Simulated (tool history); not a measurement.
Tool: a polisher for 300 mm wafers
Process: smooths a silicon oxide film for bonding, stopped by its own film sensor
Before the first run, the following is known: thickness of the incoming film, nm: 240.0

run,hour,flow of slurry (ml/min),pressure of the wafer on the pad (kPa),speed of the pad under the wafer (cm/s),abrasive content of the slurry,target thickness at which the film sensor stops the polish (angstrom),time until the film sensor stopped the polish (s)
1,0,285,17.2,72,1,2200,22.822
2,8.7,285,21.4,72,1,2200,19.418
3,15.4,285,17.9,72,1,2200,22.35
4,16.7,235,17.9,72,1,2200,23.065
5,23.1,235,17.9,66,1,2200,24.578
6,24.3,235,22.1,66,1,2200,20.502
7,28.3,230,19.3,66,1,2200,22.871

Run 8 comes next. What will it give?
8,28.9,230,16.5,66,1,2200,?

Run 8 measured time until the film sensor stopped the polish (s) 26.234.
